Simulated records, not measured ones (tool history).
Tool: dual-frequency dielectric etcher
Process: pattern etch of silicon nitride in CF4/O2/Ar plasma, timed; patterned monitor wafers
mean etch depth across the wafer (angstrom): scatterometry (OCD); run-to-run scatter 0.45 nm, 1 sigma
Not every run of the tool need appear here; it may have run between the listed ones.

| run | hour | source power (kW) | bias power (kW) | Ar flow (sccm) | CF4 flow (sccm) | etch time (s) | mean etch depth across the wafer (angstrom) |
|---|---|---|---|---|---|---|---|
| 1 | 0 | 0.53 | 0.038 | 80 | 112 | 72 | 1387.5 |
| 2 | 2.2 | 0.53 | 0.038 | 74 | 112 | 72 | 1403.1 |
| 3 | 5.3 | 0.53 | 0.041 | 74 | 112 | 72 | 1418.8 |
| 4 | 9.6 | 0.54 | 0.041 | 74 | 112 | 72 | 1451.1 |
|  | 18.4 | CF4 flow controller replaced |
| 5 | 18.4 | 0.54 | 0.041 | 74 | 129 | 72 | 1456.3 |
| 6 | 21.5 | 0.54 | 0.047 | 74 | 129 | 72 | 1511.3 |

Run 7 comes next. What will it give?
| 7 | 26.1 | 0.55 | 0.047 | 74 | 129 | 72 | ? |

{"run 7": {"mean etch depth across the wafer (angstrom)": 1535.9}}

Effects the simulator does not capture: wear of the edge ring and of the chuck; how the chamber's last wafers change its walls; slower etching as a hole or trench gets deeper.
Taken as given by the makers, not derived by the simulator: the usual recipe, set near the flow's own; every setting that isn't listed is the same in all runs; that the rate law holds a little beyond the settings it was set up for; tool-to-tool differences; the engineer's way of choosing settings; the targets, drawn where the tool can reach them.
